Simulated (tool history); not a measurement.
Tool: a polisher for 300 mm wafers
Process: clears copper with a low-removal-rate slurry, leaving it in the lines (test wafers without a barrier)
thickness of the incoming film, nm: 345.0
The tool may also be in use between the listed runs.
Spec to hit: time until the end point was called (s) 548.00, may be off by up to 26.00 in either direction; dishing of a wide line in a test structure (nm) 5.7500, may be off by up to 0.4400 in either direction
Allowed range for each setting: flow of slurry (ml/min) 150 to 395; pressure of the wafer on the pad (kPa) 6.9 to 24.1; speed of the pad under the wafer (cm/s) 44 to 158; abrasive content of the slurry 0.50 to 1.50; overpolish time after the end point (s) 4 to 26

| run | hour | flow of slurry (ml/min) | pressure of the wafer on the pad (kPa) | speed of the pad under the wafer (cm/s) | abrasive content of the slurry | overpolish time after the end point (s) | time until the end point was called (s) | dishing of a wide line in a test structure (nm) |
|---|---|---|---|---|---|---|---|---|
| 1 | 0.0 | 250 | 15.2 | 100 | 1.00 | 13 | 188.94 | 15.1170 |
| 2 | 6.4 | 250 | 15.2 | 100 | 0.85 | 13 | 198.11 | 15.1130 |
| 3 | 14.2 | 250 | 15.2 | 114 | 0.85 | 13 | 178.57 | 17.1070 |
| 4 | 21.7 | 245 | 12.4 | 94 | 0.80 | 13 | 261.38 | 11.2940 |
| 5 | 30.6 | 240 | 11.0 | 84 | 0.75 | 13 | 325.38 | 8.9522 |
| 6 | 35.2 | 295 | 11.0 | 84 | 0.75 | 13 | 311.19 | 9.9989 |
| 7 | 39.0 | 275 | 9.7 | 78 | 0.75 | 13 | 382.29 | 8.3891 |
| 8 | 42.0 | 260 | 9.0 | 74 | 0.75 | 13 | 437.05 | 7.0473 |
| 9 | 44.0 | 240 | 8.3 | 74 | 0.75 | 13 | 460.05 | 6.7136 |
| 10 | 48.9 | 230 | 7.6 | 74 | 0.75 | 13 | 506.00 | 6.2659 |
| 11 | 54.2 | 220 | 7.6 | 74 | 0.75 | 13 | 505.68 | 6.1213 |

Which one of the following 4 next-run settings gets every result inside its allowed miss? There is exactly one.
| A | 59.5 | 220 | 6.9 | 70 | 0.70 | 18 | ? | ? |
| B | 59.5 | 205 | 8.3 | 64 | 0.75 | 13 | ? | ? |
| C | 59.5 | 165 | 8.3 | 70 | 0.95 | 12 | ? | ? |
| D | 59.5 | 190 | 10.3 | 62 | 0.70 | 10 | ? | ? |

| move | time until the end point was called (s) | dishing of a wide line in a test structure (nm) |
|---|---|---|
| A | 590.41 | 7.3203 |
| B | 550.49 | 5.7870 |
| C | 490.98 | 5.9781 |
| D | 486.40 | 5.0920 |
A: carries the result that was furthest off beyond its target, to the other side
B: in spec on every target
C: moves away from the targets compared with the last run
D: moves away from the targets compared with the last run
Move B is the one to make.

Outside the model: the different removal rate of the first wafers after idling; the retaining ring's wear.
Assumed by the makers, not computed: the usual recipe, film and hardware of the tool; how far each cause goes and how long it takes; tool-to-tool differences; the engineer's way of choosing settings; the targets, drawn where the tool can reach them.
